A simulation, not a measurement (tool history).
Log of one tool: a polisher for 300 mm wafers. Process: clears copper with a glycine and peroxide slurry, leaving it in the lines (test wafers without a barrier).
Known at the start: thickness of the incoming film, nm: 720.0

run  hour  flow of slurry (ml/min)  pressure of the wafer on the pad (kPa)  speed of the pad under the wafer (cm/s)  overpolish time after the end point (s)  time until the end point was called (s)  dishing of a wide line in a test structure (nm)
  1     0                      255                                    15.9                                      116                                       25                                   122.93                                           70.758
  2   8.7                      255                                    15.2                                      118                                       21                                   126.33                                           64.384
  3    13                      255                                    15.2                                      146                                       21                                   106.37                                           69.331
  4  20.2                      255                                    15.2                                      170                                       21                                   91.564                                           75.452
  5  24.8                      255                                    13.1                                      170                                       18                                   102.46                                           65.844
  6  33.6                      225                                    13.1                                      170                                       18                                   102.44                                           62.722
  7  37.9                      220                                    11.7                                      170                                       17                                   111.84                                           59.219

The next listed run, before its measurement:
  8  45.6                      220                                      11                                      170                                       15                                        ?                                                ?

{"run 8": {"time until the end point was called (s)": 116.4, "dishing of a wide line in a test structure (nm)": 52.391}}
